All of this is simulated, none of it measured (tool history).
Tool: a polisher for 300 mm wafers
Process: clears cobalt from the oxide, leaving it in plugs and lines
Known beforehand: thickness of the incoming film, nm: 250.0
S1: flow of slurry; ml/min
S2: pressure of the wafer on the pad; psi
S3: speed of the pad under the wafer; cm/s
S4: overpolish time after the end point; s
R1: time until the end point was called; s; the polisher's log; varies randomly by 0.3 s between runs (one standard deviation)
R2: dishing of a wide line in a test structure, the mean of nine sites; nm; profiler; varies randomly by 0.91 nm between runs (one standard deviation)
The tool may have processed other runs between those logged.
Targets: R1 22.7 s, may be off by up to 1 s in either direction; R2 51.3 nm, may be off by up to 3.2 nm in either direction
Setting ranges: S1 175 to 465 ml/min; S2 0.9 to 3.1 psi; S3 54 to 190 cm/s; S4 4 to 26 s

run  hour   S1   S2   S3  S4      R1      R2
  1     0  295    2  122  13  31.534  60.322
  2   7.6  295  2.1  122  12  30.994  57.532
  3   8.9  295  2.2  122  11   29.43  58.046
  4   9.7  295  2.3  122  10  28.122  55.697
  5  17.7  295  2.4  122   9  27.288  54.524
  6  25.1  295  2.5  122   8  25.685  51.562
     30.9  -- head pressure recalibrated
  7  30.9  295  2.7  122   7  26.605  46.618
  8    39  295  2.8  124   7  25.612  47.631
  9  40.8  295  2.8  126   7  24.709  48.317
 10  43.6  295  2.9  128   8  23.842  55.916
 11  50.4  295    3  130   5  22.633  40.398

Consider the 4 candidate settings below. Which is the only one whose results all fall within their allowed miss of target?
  A  57.2  380  2.9  136   4   ?   ?
  B  57.2  340  2.8  136   7   ?   ?
  C  57.2  185  3.1  128  10   ?   ?
  D  57.2  300    3  128   6   ?   ?

move      R1      R2
   A  21.889   35.68
   B  22.819  51.131
   C  23.031  62.161
   D  22.828   46.28
A: its largest miss is bigger than the last run's
B: every result within its allowed miss
C: takes the result that was furthest off past its target
D: better than the last run, though not everything is in spec
The move that meets every target is B.
